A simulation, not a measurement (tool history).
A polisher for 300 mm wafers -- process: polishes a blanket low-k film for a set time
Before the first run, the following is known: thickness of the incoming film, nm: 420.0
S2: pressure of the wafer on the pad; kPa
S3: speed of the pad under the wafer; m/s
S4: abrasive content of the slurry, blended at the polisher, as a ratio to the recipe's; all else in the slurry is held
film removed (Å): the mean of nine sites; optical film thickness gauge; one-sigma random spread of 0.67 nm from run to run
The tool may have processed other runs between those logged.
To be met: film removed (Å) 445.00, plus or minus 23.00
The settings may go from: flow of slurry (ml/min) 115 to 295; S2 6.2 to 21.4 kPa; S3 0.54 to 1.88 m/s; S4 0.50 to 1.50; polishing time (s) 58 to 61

run 1 hour=0.0 | flow_of_slurry_(ml/min)=190 S2=13.8 S3=1.20 S4=1.00 polishing_time_(s)=58 | film_removed_(Å)=328.14
run 2 hour=3.8 | flow_of_slurry_(ml/min)=190 S2=11.0 S3=1.20 S4=1.00 polishing_time_(s)=58 | film_removed_(Å)=263.36
run 3 hour=8.8 | flow_of_slurry_(ml/min)=210 S2=11.0 S3=1.20 S4=1.00 polishing_time_(s)=58 | film_removed_(Å)=270.12
run 4 hour=13.5 | flow_of_slurry_(ml/min)=210 S2=11.0 S3=1.20 S4=1.00 polishing_time_(s)=61 | film_removed_(Å)=280.82
run 5 hour=16.0 | flow_of_slurry_(ml/min)=210 S2=11.0 S3=1.38 S4=1.00 polishing_time_(s)=61 | film_removed_(Å)=307.44
run 6 hour=18.3 | flow_of_slurry_(ml/min)=210 S2=12.4 S3=1.40 S4=1.00 polishing_time_(s)=61 | film_removed_(Å)=347.78
run 7 hour=24.5 | flow_of_slurry_(ml/min)=210 S2=13.1 S3=1.42 S4=1.00 polishing_time_(s)=61 | film_removed_(Å)=366.75
run 8 hour=26.1 | flow_of_slurry_(ml/min)=210 S2=13.8 S3=1.42 S4=1.00 polishing_time_(s)=61 | film_removed_(Å)=387.96
run 9 hour=33.1 | flow_of_slurry_(ml/min)=210 S2=14.5 S3=1.42 S4=1.00 polishing_time_(s)=61 | film_removed_(Å)=402.76

5 candidate next runs follow, results not yet known. Just one meets every target within its allowed miss. Identify it.
run A hour=40.1 | flow_of_slurry_(ml/min)=245 S2=14.5 S3=1.76 S4=1.25 polishing_time_(s)=61 | film_removed_(Å)=?
run B hour=40.1 | flow_of_slurry_(ml/min)=225 S2=15.9 S3=1.50 S4=0.95 polishing_time_(s)=60 | film_removed_(Å)=?
run C hour=40.1 | flow_of_slurry_(ml/min)=180 S2=18.6 S3=1.48 S4=0.95 polishing_time_(s)=60 | film_removed_(Å)=?
run D hour=40.1 | flow_of_slurry_(ml/min)=230 S2=15.2 S3=1.20 S4=1.00 polishing_time_(s)=61 | film_removed_(Å)=?
run E hour=40.1 | flow_of_slurry_(ml/min)=190 S2=16.5 S3=1.54 S4=1.15 polishing_time_(s)=61 | film_removed_(Å)=?

move=A film_removed_(Å)=492.39
move=B film_removed_(Å)=434.00
move=C film_removed_(Å)=490.84
move=D film_removed_(Å)=370.92
move=E film_removed_(Å)=486.36
A: moves the result that the last run missed by most past its target, out the other side
B: in spec on every target
C: moves the result that the last run missed by most past its target, out the other side
D: its largest miss is bigger than the last run's
E: moves the result that the last run missed by most past its target, out the other side
Go with B: it meets all targets.

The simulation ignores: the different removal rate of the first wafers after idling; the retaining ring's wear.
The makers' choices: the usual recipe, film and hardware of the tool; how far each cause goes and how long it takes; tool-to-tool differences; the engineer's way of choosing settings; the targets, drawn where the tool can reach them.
